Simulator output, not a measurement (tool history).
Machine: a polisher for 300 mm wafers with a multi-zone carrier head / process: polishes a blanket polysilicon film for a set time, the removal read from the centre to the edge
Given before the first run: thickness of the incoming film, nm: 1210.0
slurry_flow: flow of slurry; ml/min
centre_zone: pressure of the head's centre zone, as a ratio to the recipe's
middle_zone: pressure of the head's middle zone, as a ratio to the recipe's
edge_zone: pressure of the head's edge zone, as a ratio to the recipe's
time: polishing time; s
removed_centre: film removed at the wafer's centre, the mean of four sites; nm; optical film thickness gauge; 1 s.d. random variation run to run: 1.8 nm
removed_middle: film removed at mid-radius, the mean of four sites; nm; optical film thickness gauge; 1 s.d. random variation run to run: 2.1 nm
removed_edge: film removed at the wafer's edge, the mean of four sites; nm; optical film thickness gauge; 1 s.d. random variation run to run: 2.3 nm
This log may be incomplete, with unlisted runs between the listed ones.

run,hour,slurry_flow,centre_zone,middle_zone,edge_zone,time,removed_centre,removed_middle,removed_edge
1,0.0,180,1.00,1.00,1.00,59,418.47,429.55,423.27
2,2.3,180,1.00,1.00,1.00,72,512.23,525.77,512.11
3,9.4,180,1.05,1.00,1.00,72,536.93,518.97,513.42
4,13.4,180,1.05,0.92,1.00,72,539.04,485.61,515.38
5,21.5,180,0.99,0.92,1.00,72,510.12,483.00,516.37
6,29.5,210,0.99,0.92,1.00,72,514.45,499.27,525.71
7,34.2,160,0.89,0.82,1.07,55,342.50,333.07,399.88

Forecast run 8:
8,34.8,115,0.81,0.83,1.08,38,?,?,?

Run 8 came out at removed_centre 201.92 nm, removed_middle 219.20 nm, removed_edge 267.99 nm.
